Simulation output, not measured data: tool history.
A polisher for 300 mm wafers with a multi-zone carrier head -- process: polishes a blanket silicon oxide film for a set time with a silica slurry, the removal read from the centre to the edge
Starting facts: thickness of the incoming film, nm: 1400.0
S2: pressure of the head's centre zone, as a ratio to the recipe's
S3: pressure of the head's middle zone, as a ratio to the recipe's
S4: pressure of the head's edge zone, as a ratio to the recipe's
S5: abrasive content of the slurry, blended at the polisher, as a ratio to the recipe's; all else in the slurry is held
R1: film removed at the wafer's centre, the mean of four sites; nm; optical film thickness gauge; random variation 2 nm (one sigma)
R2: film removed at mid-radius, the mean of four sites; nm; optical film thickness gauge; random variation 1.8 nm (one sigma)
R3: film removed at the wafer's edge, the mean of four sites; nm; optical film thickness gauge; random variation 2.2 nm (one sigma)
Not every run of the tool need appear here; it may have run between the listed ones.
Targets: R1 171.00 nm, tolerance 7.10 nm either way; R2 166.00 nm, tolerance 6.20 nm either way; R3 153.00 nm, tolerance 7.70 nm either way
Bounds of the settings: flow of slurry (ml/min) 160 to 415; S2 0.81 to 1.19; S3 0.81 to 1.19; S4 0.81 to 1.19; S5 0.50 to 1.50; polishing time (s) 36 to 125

Run 1, day 0.000: flow of slurry (ml/min) 265, S2 1.00, S3 1.00, S4 1.00, S5 1.00, polishing time (s) 80. Result: R1 211.75 nm, R2 211.72 nm, R3 217.03 nm.
Run 2, day 0.025: flow of slurry (ml/min) 265, S2 1.00, S3 1.00, S4 1.00, S5 1.20, polishing time (s) 80. Result: R1 229.04 nm, R2 229.30 nm, R3 234.40 nm.
Run 3, day 0.225: flow of slurry (ml/min) 265, S2 1.05, S3 1.00, S4 1.00, S5 1.20, polishing time (s) 80. Result: R1 238.71 nm, R2 225.12 nm, R3 237.38 nm.
Run 4, day 0.275: flow of slurry (ml/min) 265, S2 1.13, S3 1.00, S4 1.00, S5 1.20, polishing time (s) 80. Result: R1 256.52 nm, R2 232.74 nm, R3 230.77 nm.
Run 5, day 0.504: flow of slurry (ml/min) 265, S2 1.12, S3 1.00, S4 0.98, S5 1.05, polishing time (s) 79. Result: R1 234.57 nm, R2 216.94 nm, R3 223.32 nm.
Run 6, day 0.612: flow of slurry (ml/min) 295, S2 1.14, S3 1.02, S4 0.98, S5 1.00, polishing time (s) 73. Result: R1 227.89 nm, R2 197.12 nm, R3 201.08 nm.
Run 7, day 0.950: flow of slurry (ml/min) 290, S2 1.13, S3 1.06, S4 0.97, S5 0.90, polishing time (s) 71. Result: R1 205.35 nm, R2 193.01 nm, R3 187.12 nm.
Run 8, day 1.217: flow of slurry (ml/min) 295, S2 1.13, S3 1.07, S4 0.96, S5 0.80, polishing time (s) 70. Result: R1 194.51 nm, R2 183.22 nm, R3 176.92 nm.
At day 1.458: edge zone pressure recalibrated.
Run 9, day 1.458: flow of slurry (ml/min) 280, S2 1.09, S3 1.07, S4 0.86, S5 0.60, polishing time (s) 69. Result: R1 161.38 nm, R2 157.04 nm, R3 138.33 nm.
Run 10, day 1.488: flow of slurry (ml/min) 290, S2 1.10, S3 1.07, S4 0.88, S5 0.60, polishing time (s) 69. Result: R1 162.33 nm, R2 158.77 nm, R3 141.38 nm.
Run 11, day 1.658: flow of slurry (ml/min) 295, S2 1.11, S3 1.07, S4 0.89, S5 0.60, polishing time (s) 69. Result: R1 165.28 nm, R2 162.00 nm, R3 141.75 nm.

Exercise: of the 5 proposed moves below, exactly one satisfies all targets within the stated allowed misses. Which move is it?
Run A, day 1.829: flow of slurry (ml/min) 405, S2 1.13, S3 1.17, S4 0.86, S5 0.50, polishing time (s) 69. Result: R1 ?, R2 ?, R3 ?.
Run B, day 1.829: flow of slurry (ml/min) 230, S2 1.15, S3 0.99, S4 1.02, S5 0.70, polishing time (s) 75. Result: R1 ?, R2 ?, R3 ?.
Run C, day 1.829: flow of slurry (ml/min) 280, S2 1.11, S3 1.08, S4 0.97, S5 0.65, polishing time (s) 69. Result: R1 ?, R2 ?, R3 ?.
Run D, day 1.829: flow of slurry (ml/min) 275, S2 1.15, S3 1.07, S4 0.82, S5 0.60, polishing time (s) 70. Result: R1 ?, R2 ?, R3 ?.
Run E, day 1.829: flow of slurry (ml/min) 275, S2 1.12, S3 1.08, S4 0.91, S5 0.65, polishing time (s) 63. Result: R1 ?, R2 ?, R3 ?.

move      R1      R2      R3
   A  157.24  161.95  134.06
   B  189.44  167.61  175.14
   C  167.76  164.75  155.18
   D  169.38  159.61  141.27
   E  154.13  150.12  137.61
A: lands further from the targets than the last run did
B: takes the result that was furthest off past its target
C: all results land within tolerance of their targets
D: no nearer and no further than the last run
E: lands further from the targets than the last run did
So the answer is move C, the one that meets all the targets.
